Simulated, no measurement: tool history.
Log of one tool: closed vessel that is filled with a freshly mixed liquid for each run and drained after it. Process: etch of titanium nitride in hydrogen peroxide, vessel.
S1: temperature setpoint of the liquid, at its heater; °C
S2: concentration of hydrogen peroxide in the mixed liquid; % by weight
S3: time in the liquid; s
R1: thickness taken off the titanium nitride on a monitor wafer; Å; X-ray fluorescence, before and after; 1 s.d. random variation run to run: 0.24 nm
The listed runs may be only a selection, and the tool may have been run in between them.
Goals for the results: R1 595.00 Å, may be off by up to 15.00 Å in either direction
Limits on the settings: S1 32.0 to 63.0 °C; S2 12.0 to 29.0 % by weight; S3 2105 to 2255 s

run,hour,S1,S2,S3,R1
1,0.0,47.0,19.5,2105,401.22
2,2.5,47.0,23.5,2105,419.59
3,11.4,43.5,23.5,2105,319.00
4,14.9,40.0,23.5,2105,245.05
5,18.5,40.0,20.0,2105,238.16
6,26.9,43.5,20.0,2105,311.39
7,36.6,46.0,20.0,2105,375.41
8,43.0,53.5,20.0,2105,646.96
9,47.7,53.0,20.0,2105,620.12

5 candidate next runs follow, results not yet known. Just one meets every target within its allowed miss. Identify it.
A,52.4,52.5,29.0,2180,?
B,52.4,53.0,21.5,2170,?
C,52.4,52.0,22.5,2105,?
D,52.4,53.0,19.0,2130,?
E,52.4,53.0,18.0,2180,?

move,R1
A,673.70
B,650.92
C,593.87
D,622.21
E,629.52
A: misses by more than the last run did
B: misses by more than the last run did
C: every result within its allowed miss
D: misses by more than the last run did
E: misses by more than the last run did
So the answer is move C, the one that meets all the targets.

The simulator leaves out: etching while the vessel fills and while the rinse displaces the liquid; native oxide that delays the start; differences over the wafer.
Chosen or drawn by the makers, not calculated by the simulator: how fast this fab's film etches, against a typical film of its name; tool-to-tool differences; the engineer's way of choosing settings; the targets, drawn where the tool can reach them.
